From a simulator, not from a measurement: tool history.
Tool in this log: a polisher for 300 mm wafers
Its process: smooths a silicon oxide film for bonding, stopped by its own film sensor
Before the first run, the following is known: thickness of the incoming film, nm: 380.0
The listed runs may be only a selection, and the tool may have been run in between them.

| run | hour | flow of slurry (ml/min) | pressure of the wafer on the pad (kPa) | speed of the pad under the wafer (m/s) | abrasive content of the slurry | target thickness at which the film sensor stops the polish (nm) | time until the film sensor stopped the polish (s) |
|---|---|---|---|---|---|---|---|
| 1 | 0.0 | 205 | 16.5 | 1.06 | 1.00 | 341 | 37.506 |
| 2 | 5.2 | 205 | 16.5 | 1.06 | 1.00 | 341 | 36.413 |
| 3 | 12.6 | 205 | 14.5 | 0.92 | 1.00 | 341 | 46.035 |
| 4 | 21.0 | 205 | 14.5 | 0.92 | 1.15 | 341 | 43.410 |
| 5 | 22.9 | 200 | 12.4 | 0.80 | 1.10 | 341 | 54.367 |
| 6 | 26.8 | 200 | 10.3 | 0.80 | 1.10 | 341 | 64.638 |
| 7 | 28.5 | 200 | 9.7 | 0.74 | 1.10 | 341 | 73.105 |
| 8 | 31.2 | 200 | 9.7 | 0.74 | 1.10 | 341 | 73.765 |

What does the tool deliver on the next run?
| 9 | 32.9 | 200 | 7.6 | 0.56 | 1.05 | 341 | ? |

Run 9 gave time until the film sensor stopped the polish (s) 107.810.
